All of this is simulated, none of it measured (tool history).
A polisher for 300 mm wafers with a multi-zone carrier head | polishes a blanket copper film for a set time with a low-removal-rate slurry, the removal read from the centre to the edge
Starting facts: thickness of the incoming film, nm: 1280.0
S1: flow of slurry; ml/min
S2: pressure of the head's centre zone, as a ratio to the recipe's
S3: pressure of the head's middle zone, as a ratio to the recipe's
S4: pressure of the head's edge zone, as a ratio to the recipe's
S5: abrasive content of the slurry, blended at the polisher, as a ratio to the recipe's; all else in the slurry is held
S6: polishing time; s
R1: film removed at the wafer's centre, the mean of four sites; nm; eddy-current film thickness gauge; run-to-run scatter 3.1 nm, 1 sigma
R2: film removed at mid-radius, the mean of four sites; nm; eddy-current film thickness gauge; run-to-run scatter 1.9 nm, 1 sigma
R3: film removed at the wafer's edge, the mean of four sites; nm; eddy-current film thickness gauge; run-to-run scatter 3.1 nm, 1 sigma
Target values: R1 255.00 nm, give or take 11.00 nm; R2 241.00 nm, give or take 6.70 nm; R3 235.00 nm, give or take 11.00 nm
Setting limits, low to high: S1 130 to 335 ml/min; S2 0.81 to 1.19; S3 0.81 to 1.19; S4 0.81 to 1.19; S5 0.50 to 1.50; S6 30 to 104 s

run 1 hour=0.0 | S1=215 S2=1.00 S3=1.00 S4=1.00 S5=1.00 S6=67 | R1=183.24 R2=181.69 R3=177.79
run 2 hour=7.4 | S1=215 S2=1.00 S3=0.93 S4=1.00 S5=1.00 S6=67 | R1=182.84 R2=171.10 R3=176.95
run 3 hour=9.1 | S1=215 S2=1.00 S3=1.01 S4=1.00 S5=1.00 S6=67 | R1=185.60 R2=180.73 R3=181.61
run 4 hour=10.2 | S1=215 S2=1.00 S3=0.98 S4=1.00 S5=1.00 S6=67 | R1=187.35 R2=180.17 R3=179.76
run 5 hour=18.4 | S1=215 S2=1.00 S3=0.94 S4=1.00 S5=1.00 S6=67 | R1=185.79 R2=172.06 R3=180.35
run 6 hour=23.8 | S1=245 S2=1.00 S3=0.94 S4=1.00 S5=1.00 S6=67 | R1=188.55 R2=174.65 R3=183.94
run 7 hour=29.0 | S1=250 S2=1.02 S3=0.97 S4=1.01 S5=1.10 S6=68 | R1=196.70 R2=188.42 R3=190.81
run 8 hour=32.1 | S1=255 S2=1.04 S3=0.98 S4=1.03 S5=1.15 S6=69 | R1=206.83 R2=192.34 R3=200.65
run 9 hour=34.1 | S1=260 S2=1.06 S3=1.01 S4=1.04 S5=1.20 S6=69 | R1=219.17 R2=202.40 R3=199.85

Of the 4 settings listed for the next run, only one would bring every result within its allowed miss of target. Which one?
run A hour=36.1 | S1=280 S2=1.07 S3=0.90 S4=0.96 S5=1.45 S6=81 | R1=? R2=? R3=?
run B hour=36.1 | S1=270 S2=0.82 S3=1.01 S4=1.07 S5=1.15 S6=73 | R1=? R2=? R3=?
run C hour=36.1 | S1=275 S2=1.04 S3=1.08 S4=1.10 S5=1.35 S6=73 | R1=? R2=? R3=?
run D hour=36.1 | S1=270 S2=1.07 S3=1.04 S4=1.05 S5=0.95 S6=84 | R1=? R2=? R3=?

move=A R1=271.77 R2=229.33 R3=239.29
move=B R1=176.06 R2=214.17 R3=213.50
move=C R1=233.59 R2=236.25 R3=225.55
move=D R1=252.43 R2=240.34 R3=231.74
A: nearer the targets than the last run, but a result is still out of spec
B: lands further from the targets than the last run did
C: the worst result of the last run now meets its target, but another is out of spec
D: all results in spec
The right move is D.
